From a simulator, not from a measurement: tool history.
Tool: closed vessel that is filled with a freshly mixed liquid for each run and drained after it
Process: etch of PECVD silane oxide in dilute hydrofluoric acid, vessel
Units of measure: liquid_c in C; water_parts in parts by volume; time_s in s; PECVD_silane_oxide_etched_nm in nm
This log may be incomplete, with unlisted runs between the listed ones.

run,hour,liquid_c,water_parts,time_s,PECVD_silane_oxide_etched_nm
1,0,21,245,30,3.9906
2,6.8,21,245,30,4.0102
3,8.6,21,325,30,2.7652
4,9.9,21,325,30,2.797
5,14.8,21,325,30,2.8124
6,21.4,21,405,30,2.1119
7,26.2,25,310,30,3.4373
8,28.9,26,245,30,4.7424

Estimate the outcome of run 9 from the log above:
9,30.3,26,245,30,?

PECVD_silane_oxide_etched_nm: 4.7466 nm
